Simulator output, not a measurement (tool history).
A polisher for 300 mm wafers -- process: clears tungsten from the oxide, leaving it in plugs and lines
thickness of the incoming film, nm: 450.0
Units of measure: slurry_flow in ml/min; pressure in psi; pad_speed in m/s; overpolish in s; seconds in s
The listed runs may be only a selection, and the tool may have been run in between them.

Run 1, hour 0: slurry_flow 185 ml/min, pressure 3.1 psi, pad_speed 1.12 m/s, slurry_solids 1, overpolish 5 s. Result: seconds 120.51 s.
Run 2, hour 2.3: slurry_flow 155 ml/min, pressure 3.1 psi, pad_speed 1.12 m/s, slurry_solids 1, overpolish 5 s. Result: seconds 123.41 s.
Run 3, hour 9.3: slurry_flow 155 ml/min, pressure 3.1 psi, pad_speed 1.12 m/s, slurry_solids 0.9, overpolish 5 s. Result: seconds 124.42 s.
Run 4, hour 10.3: slurry_flow 155 ml/min, pressure 2.5 psi, pad_speed 1.12 m/s, slurry_solids 0.9, overpolish 5 s. Result: seconds 159.18 s.
Run 5, hour 15.8: slurry_flow 155 ml/min, pressure 2.5 psi, pad_speed 1.12 m/s, slurry_solids 1, overpolish 5 s. Result: seconds 151.93 s.
At hour 19.5: slurry blender recalibrated.
Run 6, hour 19.5: slurry_flow 155 ml/min, pressure 2.9 psi, pad_speed 1.14 m/s, slurry_solids 1, overpolish 5 s. Result: seconds 123.94 s.

The next listed run, before its measurement:
Run 7, hour 22.8: slurry_flow 155 ml/min, pressure 3.1 psi, pad_speed 1.14 m/s, slurry_solids 1, overpolish 5 s. Result: seconds ?.

seconds: 114.93 s
